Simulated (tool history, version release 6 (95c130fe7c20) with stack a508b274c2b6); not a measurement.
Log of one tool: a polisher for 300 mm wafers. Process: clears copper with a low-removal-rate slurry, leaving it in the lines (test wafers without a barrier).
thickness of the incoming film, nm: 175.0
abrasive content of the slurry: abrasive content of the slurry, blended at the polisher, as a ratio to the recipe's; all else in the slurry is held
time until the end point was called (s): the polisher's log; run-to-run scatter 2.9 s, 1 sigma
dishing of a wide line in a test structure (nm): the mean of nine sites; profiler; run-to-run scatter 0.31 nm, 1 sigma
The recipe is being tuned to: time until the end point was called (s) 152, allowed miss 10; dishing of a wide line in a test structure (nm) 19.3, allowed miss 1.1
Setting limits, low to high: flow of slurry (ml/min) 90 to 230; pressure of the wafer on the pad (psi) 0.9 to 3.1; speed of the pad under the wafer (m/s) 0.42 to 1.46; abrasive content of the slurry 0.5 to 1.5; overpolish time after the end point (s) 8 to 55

run  hour  flow of slurry (ml/min)  pressure of the wafer on the pad (psi)  speed of the pad under the wafer (m/s)  abrasive content of the slurry  overpolish time after the end point (s)  time until the end point was called (s)  dishing of a wide line in a test structure (nm)
  1     0                      150                                       2                                    0.94                               1                                       28                                   105.16                                           34.265
  2   7.6                      150                                       2                                    0.84                               1                                       28                                   117.03                                           33.103
  3  11.8                      165                                       2                                    0.84                               1                                       28                                   114.74                                           33.652
  4  14.2                      165                                       2                                    0.84                             0.9                                       28                                    113.8                                           32.776
  5  20.7                      165                                       2                                    0.84                            0.75                                       28                                    118.3                                            32.64
  6  25.9                      165                                     1.9                                    0.84                            0.75                                       26                                   122.27                                           29.367
  7  29.9                      165                                     1.8                                    0.84                            0.75                                       25                                   127.57                                           27.281
  8  33.5                      165                                     1.4                                    0.84                            0.75                                       18                                   143.06                                           17.382

Consider the 4 candidate settings below. Which is the only one whose results all fall within their allowed miss of target?
  A  37.1                      165                                     1.5                                    0.92                               1                                       14                                        ?                                                ?
  B  37.1                      120                                     1.6                                    0.98                             0.9                                       18                                        ?                                                ?
  C  37.1                      140                                     1.4                                    0.82                             0.8                                       21                                        ?                                                ?
  D  37.1                      130                                     0.9                                       1                            0.85                                       17                                        ?                                                ?

move  time until the end point was called (s)  dishing of a wide line in a test structure (nm)
   A                                   127.66                                           15.498
   B                                   128.07                                           19.572
   C                                   152.32                                           19.174
   D                                   168.25                                           14.242
A: further off than the last run
B: the furthest-off result lands on target, but another misses its tolerance
C: every result within its allowed miss
D: further off than the last run
So the answer is move C, the one that meets all the targets.

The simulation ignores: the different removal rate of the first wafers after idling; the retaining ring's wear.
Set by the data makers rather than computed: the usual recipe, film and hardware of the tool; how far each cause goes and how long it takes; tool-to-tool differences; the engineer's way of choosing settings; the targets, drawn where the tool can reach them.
